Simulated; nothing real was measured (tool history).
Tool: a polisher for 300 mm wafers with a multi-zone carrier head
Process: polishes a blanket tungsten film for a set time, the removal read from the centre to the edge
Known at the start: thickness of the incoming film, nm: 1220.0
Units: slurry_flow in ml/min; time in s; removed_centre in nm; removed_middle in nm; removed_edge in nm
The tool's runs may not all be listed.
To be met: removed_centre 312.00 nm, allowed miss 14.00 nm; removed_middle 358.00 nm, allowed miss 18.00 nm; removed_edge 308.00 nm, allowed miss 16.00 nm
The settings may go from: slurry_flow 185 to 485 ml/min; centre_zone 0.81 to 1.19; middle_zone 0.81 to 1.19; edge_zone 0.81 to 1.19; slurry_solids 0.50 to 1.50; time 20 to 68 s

run    day  slurry_flow  centre_zone  middle_zone  edge_zone  slurry_solids  time  removed_centre  removed_middle  removed_edge
  1  0.000          310         1.00         1.00       1.00           1.00    44          188.78          189.55        187.77
  2  0.262          310         1.00         1.00       1.00           1.00    36          150.64          154.25        151.50
  3  0.421          310         1.00         1.00       1.00           0.80    36          141.80          141.70        143.04
  4  0.742          310         1.00         1.00       1.00           0.65    36          131.01          133.18        128.60
  5  0.829          310         1.00         1.07       1.00           0.65    36          130.47          140.98        134.45
  6  0.904          310         1.00         1.07       0.93           0.65    36          134.29          141.37        127.13
  7  1.125          315         1.00         1.10       0.93           0.85    41          170.01          180.23        160.46
  8  1.446          320         0.99         1.12       0.93           1.00    44          184.82          200.88        183.55
  9  1.638          320         0.98         1.14       0.90           1.10    48          208.46          246.09        203.68
 10  1.738          320         0.98         1.14       0.90           1.10    48          209.27          242.40        207.31
 11  1.929          320         0.99         1.14       0.90           1.20    50          228.07          258.69        211.44
 12  2.250          325         0.98         1.13       0.93           1.25    53          234.34          269.61        232.97
 13  2.429          325         0.98         1.13       0.93           1.30    56          255.11          295.38        244.40
 14  2.533          330         0.99         1.11       1.03           1.50    63          297.79          340.35        308.59
 15  2.750          330         1.00         1.12       1.02           1.50    63          305.13          336.71        302.85

5 next moves are on the table. One of them brings every result within its allowed miss. Which?
  A  2.967          305         1.01         1.17       0.98           1.45    65               ?               ?             ?
  B  2.967          305         1.06         1.10       1.12           1.25    65               ?               ?             ?
  C  2.967          385         1.07         1.11       1.12           1.30    61               ?               ?             ?
  D  2.967          190         0.98         1.01       1.19           1.50    61               ?               ?             ?
  E  2.967          310         1.06         1.03       1.10           1.45    63               ?               ?             ?

move  removed_centre  removed_middle  removed_edge
   A          315.61          351.58        305.43
   B          316.47          318.80        312.41
   C          309.50          310.71        300.82
   D          274.78          279.80        308.25
   E          320.98          305.83        314.27
A: meets every target
B: further off than the last run
C: further off than the last run
D: further off than the last run
E: further off than the last run
Move A is the one to make.
